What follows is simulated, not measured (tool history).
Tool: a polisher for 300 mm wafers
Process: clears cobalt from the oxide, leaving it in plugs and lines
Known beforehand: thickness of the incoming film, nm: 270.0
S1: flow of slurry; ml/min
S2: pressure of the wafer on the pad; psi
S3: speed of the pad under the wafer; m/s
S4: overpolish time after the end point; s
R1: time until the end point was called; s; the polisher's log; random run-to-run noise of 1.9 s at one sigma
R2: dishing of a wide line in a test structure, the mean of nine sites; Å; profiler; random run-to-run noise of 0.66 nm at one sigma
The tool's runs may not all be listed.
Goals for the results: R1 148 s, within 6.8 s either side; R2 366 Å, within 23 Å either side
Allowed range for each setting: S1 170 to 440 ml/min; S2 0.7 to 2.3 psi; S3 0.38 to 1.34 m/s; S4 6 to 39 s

{"run": 1, "hour": 0.0, "S1": 280, "S2": 1.5, "S3": 0.86, "S4": 20, "R1": 112.88, "R2": 324.51}
{"run": 2, "hour": 7.6, "S1": 280, "S2": 1.5, "S3": 0.86, "S4": 12, "R1": 111.8, "R2": 230.64}
{"run": 3, "hour": 14.5, "S1": 250, "S2": 1.5, "S3": 0.86, "S4": 12, "R1": 114.57, "R2": 230.95}
{"run": 4, "hour": 18.9, "S1": 250, "S2": 1.8, "S3": 0.86, "S4": 12, "R1": 98.573, "R2": 248.89}
{"run": 5, "hour": 21.1, "S1": 250, "S2": 1.8, "S3": 0.86, "S4": 17, "R1": 97.54, "R2": 307.75}
{"run": 6, "hour": 26.6, "S1": 320, "S2": 1.8, "S3": 0.86, "S4": 17, "R1": 94.449, "R2": 313.55}
{"run": 7, "hour": 31.5, "S1": 320, "S2": 1.6, "S3": 0.86, "S4": 20, "R1": 103.08, "R2": 328.65}
{"run": 8, "hour": 38.8, "S1": 310, "S2": 1.4, "S3": 0.86, "S4": 22, "R1": 117.69, "R2": 332.76}
{"hour": 44.9, "done": "slurry nozzle cleaned"}
{"run": 9, "hour": 44.9, "S1": 305, "S2": 1.3, "S3": 0.86, "S4": 23, "R1": 120.27, "R2": 340.46}
{"run": 10, "hour": 45.6, "S1": 305, "S2": 0.9, "S3": 0.84, "S4": 30, "R1": 157.88, "R2": 332.78}

Consider the 5 candidate settings below. Which is the only one whose results all fall within their allowed miss of target?
{"run": "A", "hour": 46.3, "S1": 270, "S2": 1.2, "S3": 0.86, "S4": 25, "R1": "?", "R2": "?"}
{"run": "B", "hour": 46.3, "S1": 315, "S2": 0.9, "S3": 1.04, "S4": 24, "R1": "?", "R2": "?"}
{"run": "C", "hour": 46.3, "S1": 245, "S2": 1, "S3": 0.86, "S4": 33, "R1": "?", "R2": "?"}
{"run": "D", "hour": 46.3, "S1": 270, "S2": 0.9, "S3": 0.78, "S4": 38, "R1": "?", "R2": "?"}
{"run": "E", "hour": 46.3, "S1": 275, "S2": 1.1, "S3": 0.92, "S4": 24, "R1": "?", "R2": "?"}

move=A R1=128.96 R2=333.87
move=B R1=128.9 R2=326.48
move=C R1=148.19 R2=359.89
move=D R1=172.99 R2=358.45
move=E R1=128.28 R2=327.3
A: pushes the last run's worst result past its target
B: pushes the last run's worst result past its target
C: all results land within tolerance of their targets
D: the biggest miss grows against the last run
E: pushes the last run's worst result past its target
C meets every target.
